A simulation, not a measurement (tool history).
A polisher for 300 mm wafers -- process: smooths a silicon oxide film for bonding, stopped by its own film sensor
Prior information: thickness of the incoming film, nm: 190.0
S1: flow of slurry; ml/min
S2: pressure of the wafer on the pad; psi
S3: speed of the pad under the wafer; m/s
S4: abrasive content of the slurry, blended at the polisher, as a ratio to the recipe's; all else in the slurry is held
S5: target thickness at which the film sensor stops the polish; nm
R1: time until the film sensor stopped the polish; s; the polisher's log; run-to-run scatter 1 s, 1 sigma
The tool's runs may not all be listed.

run  hour   S1   S2    S3   S4   S5       R1
  1   0.0  225  1.4  0.72  1.0  166   60.573
  2   5.3  225  1.4  0.72  1.0  166   59.612
  3   6.3  225  1.4  0.58  1.0  166   70.910
  4  12.1  220  1.2  0.58  1.0  166   81.570
  5  21.0  220  1.1  0.58  1.0  166   88.938
  6  28.5  185  1.1  0.58  1.0  166   93.370
  7  34.0  175  1.0  0.58  1.0  166  101.630

Run 8 has not been measured yet. What should we expect?
  8  35.5  165  1.0  0.58  1.0  166   ?

{"run 8": {"R1": 102.01}}
